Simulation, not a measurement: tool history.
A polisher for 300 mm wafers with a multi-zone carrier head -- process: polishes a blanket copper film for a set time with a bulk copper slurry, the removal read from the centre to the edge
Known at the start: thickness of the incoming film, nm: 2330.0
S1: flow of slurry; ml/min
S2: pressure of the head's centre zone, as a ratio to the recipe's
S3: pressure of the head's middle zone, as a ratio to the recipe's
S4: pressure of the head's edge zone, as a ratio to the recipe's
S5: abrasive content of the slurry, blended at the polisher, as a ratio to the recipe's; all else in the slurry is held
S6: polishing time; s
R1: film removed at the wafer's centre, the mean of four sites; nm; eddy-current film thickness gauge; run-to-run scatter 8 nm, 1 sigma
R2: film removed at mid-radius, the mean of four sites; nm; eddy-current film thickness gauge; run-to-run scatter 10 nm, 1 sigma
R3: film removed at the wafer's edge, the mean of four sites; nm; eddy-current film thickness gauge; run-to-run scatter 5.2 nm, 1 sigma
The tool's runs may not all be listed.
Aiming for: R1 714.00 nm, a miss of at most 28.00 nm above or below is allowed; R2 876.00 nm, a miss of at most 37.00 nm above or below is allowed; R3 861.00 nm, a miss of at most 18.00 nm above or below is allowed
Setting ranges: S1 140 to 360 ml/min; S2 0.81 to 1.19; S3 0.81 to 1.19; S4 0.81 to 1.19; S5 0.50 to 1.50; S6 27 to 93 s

run,day,S1,S2,S3,S4,S5,S6,R1,R2,R3
1,0.000,230,1.00,1.00,1.00,1.00,59,906.08,919.05,905.07
2,0.208,280,1.00,1.00,1.00,1.00,59,946.31,949.07,928.05
3,0.483,280,1.00,1.00,1.00,1.00,53,834.70,855.05,842.33
4,0.658,280,1.00,1.00,0.94,1.00,53,836.40,836.96,801.75
5,0.775,250,1.00,1.00,0.94,1.00,53,822.36,862.20,804.50
6,0.962,250,1.00,1.00,0.94,1.15,53,843.25,875.30,816.94
7,0.992,245,0.97,1.00,0.96,1.15,53,812.49,842.46,828.71
8,1.358,240,0.95,1.03,0.97,1.15,53,782.40,873.32,827.85
9,1.688,240,0.94,1.04,0.98,1.15,53,782.98,885.56,827.18
10,1.738,240,0.92,1.04,1.00,1.15,53,774.75,870.56,837.25
# day 1.829: slurry nozzle cleaned
11,1.829,235,0.90,1.05,1.01,1.15,53,789.76,928.16,860.44
12,2.117,225,0.88,1.04,1.02,1.15,53,766.57,904.59,865.96
13,2.371,220,0.87,1.03,1.02,1.15,53,771.92,896.03,872.95
14,2.438,210,0.86,1.03,1.02,1.15,53,725.61,896.85,862.19
15,2.562,210,0.86,1.03,1.02,1.15,53,744.80,884.14,862.69

Which single option among these 5 for the next run brings every result within its allowed miss of target? Just one does.
A,2.688,250,0.94,1.02,1.02,1.30,50,?,?,?
B,2.688,180,0.91,1.00,1.03,0.85,55,?,?,?
C,2.688,220,0.91,1.06,1.01,1.10,52,?,?,?
D,2.688,230,0.87,1.00,0.94,1.25,53,?,?,?
E,2.688,220,0.83,1.01,1.03,1.45,50,?,?,?

move,R1,R2,R3
A,805.82,877.88,850.87
B,764.88,851.80,854.72
C,776.78,905.04,848.03
D,775.80,900.24,855.46
E,708.95,870.59,858.29
A: lands further from the targets than the last run did
B: lands further from the targets than the last run did
C: lands further from the targets than the last run did
D: lands further from the targets than the last run did
E: in spec on every target
Move E is the one to make.
